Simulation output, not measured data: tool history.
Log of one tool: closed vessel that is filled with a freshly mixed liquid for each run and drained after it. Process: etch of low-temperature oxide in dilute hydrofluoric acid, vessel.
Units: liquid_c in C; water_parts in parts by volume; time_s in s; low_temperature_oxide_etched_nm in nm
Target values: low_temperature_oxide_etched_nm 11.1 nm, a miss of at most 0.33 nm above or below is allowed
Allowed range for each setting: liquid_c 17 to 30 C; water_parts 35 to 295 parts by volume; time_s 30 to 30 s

run	day	liquid_c	water_parts	time_s	low_temperature_oxide_etched_nm
1	0	22	165	30	4.1193
2	0.225	24	135	30	5.614
3	0.358	25.5	120	30	6.943
4	0.692	25.5	145	30	5.4571
5	0.975	25.5	195	30	3.865
6	1.092	26.5	160	30	5.1758
7	1.233	27.5	135	30	6.3825
8	1.458	28	115	30	7.8643
9	1.488	28.5	105	30	8.8667
10	1.75	29	100	30	9.6807
11	1.854	29.5	95	30	10.5
12	1.979	30	95	30	10.581
13	2.267	30	85	30	11.973

Which of these 5 next moves meets every target?
A	2.554	28.5	75	30	?
B	2.554	29	75	30	?
C	2.554	29.5	85	30	?
D	2.554	30	80	30	?
E	2.554	29.5	90	30	?

move	low_temperature_oxide_etched_nm
A	12.948
B	13.202
C	11.705
D	12.768
E	10.976
A: its largest miss is bigger than the last run's
B: its largest miss is bigger than the last run's
C: moves toward the targets from the last run without getting all of them in spec
D: its largest miss is bigger than the last run's
E: meets every target
Answer: E
